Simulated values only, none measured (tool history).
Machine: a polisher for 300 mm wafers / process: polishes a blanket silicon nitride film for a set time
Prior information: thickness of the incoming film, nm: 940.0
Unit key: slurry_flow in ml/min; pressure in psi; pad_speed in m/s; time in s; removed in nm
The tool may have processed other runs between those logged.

run	hour	slurry_flow	pressure	pad_speed	time	removed
1	0	290	2.8	1.38	58	113.32
2	1.2	335	2.8	1.38	58	114.28
3	4.8	335	2.1	1.38	58	87.279
4	7	335	2.3	1.38	58	96.919
5	12.2	365	2.3	1.38	58	95.551
6	14	365	2.3	1.38	52	85.878
7	21.2	365	2.5	1.38	52	93.899
8	26.5	370	3.3	1.4	52	124.71

Expected results for the next run?
9	31	370	4.1	1.42	52	?

For run 9 the tool returned removed 153.79 nm.
